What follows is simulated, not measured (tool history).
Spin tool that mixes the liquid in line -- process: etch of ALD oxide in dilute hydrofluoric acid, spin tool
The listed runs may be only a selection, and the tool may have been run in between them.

run,hour,temperature setpoint of the liquid (K),parts of water to one part of 49 % hydrofluoric acid (parts by volume),time under the liquid (s),thickness taken off the ALD oxide on a monitor wafer (nm)
1,0,294.15,65,50,19.552
2,2.7,296.65,60,50,23.515
3,8.5,298.15,55,50,27.823
4,9.3,294.65,55,50,24.001
5,14,294.65,65,50,20.011
6,17.3,297.15,60,50,24.127
7,20.6,298.65,55,50,28.17
8,27.8,299.65,55,50,29.289
9,29.1,300.65,55,50,30.528
10,35.3,301.15,55,50,31.31
11,43.8,301.65,55,50,32.113

Predict the results of run 12:
12,46.2,302.15,55,50,?

Run 12 produced thickness taken off the ALD oxide on a monitor wafer (nm) 32.653.

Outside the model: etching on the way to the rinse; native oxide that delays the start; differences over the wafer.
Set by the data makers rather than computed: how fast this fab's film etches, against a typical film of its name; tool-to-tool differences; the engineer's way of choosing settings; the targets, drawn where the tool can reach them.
